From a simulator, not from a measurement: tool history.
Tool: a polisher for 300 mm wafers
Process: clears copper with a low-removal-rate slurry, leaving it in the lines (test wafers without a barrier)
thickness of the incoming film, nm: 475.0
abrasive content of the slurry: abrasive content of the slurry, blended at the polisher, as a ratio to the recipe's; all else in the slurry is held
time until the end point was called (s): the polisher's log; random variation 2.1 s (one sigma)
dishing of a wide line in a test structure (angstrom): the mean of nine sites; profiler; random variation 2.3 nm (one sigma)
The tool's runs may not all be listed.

run,hour,flow of slurry (ml/min),pressure of the wafer on the pad (psi),speed of the pad under the wafer (m/s),abrasive content of the slurry,overpolish time after the end point (s),time until the end point was called (s),dishing of a wide line in a test structure (angstrom)
1,0,270,2.1,1.42,1,26,152.36,517.97
2,4.3,270,2.3,1.42,1,30,142.23,622.57
3,8.4,270,2.6,1.42,1,30,131.58,678.83
4,14.8,270,2.6,1.74,1,30,107.3,768.55
5,22.1,270,2.6,2.06,1,30,91.915,858.99
6,30.7,270,2.6,1.76,1,30,108.75,764.94
7,33,270,2.6,1.74,1,33,106.05,824.66
8,36.3,270,2.5,1.7,1,36,110.03,845.67
9,39.9,270,2.4,1.66,1,39,121.76,798.76

The next listed run, before its measurement:
10,47.2,270,2.4,1.64,1,41,?,?

Run 10 gave time until the end point was called (s) 121.34, dishing of a wide line in a test structure (angstrom) 838.22.

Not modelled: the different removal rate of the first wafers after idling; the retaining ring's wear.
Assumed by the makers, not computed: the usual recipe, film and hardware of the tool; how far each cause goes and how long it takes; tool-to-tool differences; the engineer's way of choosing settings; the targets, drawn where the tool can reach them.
